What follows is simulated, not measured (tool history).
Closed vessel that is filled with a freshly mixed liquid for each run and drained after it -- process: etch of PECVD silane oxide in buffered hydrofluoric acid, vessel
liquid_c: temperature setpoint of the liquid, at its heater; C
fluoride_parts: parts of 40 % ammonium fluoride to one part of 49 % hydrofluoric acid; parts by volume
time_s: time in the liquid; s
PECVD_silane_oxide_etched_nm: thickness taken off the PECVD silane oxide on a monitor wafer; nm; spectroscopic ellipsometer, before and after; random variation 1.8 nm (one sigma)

run,hour,liquid_c,fluoride_parts,time_s,PECVD_silane_oxide_etched_nm
1,0.0,20.0,8.5,100,374.13
2,6.4,22.0,8.5,100,422.34
3,9.3,23.5,8.5,100,456.66
4,10.5,24.5,8.5,100,480.64
5,19.7,25.0,8.5,100,495.06
6,25.5,25.0,7.0,100,610.71
7,28.4,24.0,7.0,100,576.87
8,34.3,23.5,7.0,100,560.95

The next listed run, before its measurement:
9,36.6,23.0,7.0,100,?

{"run 9": {"PECVD_silane_oxide_etched_nm": 549.04}}

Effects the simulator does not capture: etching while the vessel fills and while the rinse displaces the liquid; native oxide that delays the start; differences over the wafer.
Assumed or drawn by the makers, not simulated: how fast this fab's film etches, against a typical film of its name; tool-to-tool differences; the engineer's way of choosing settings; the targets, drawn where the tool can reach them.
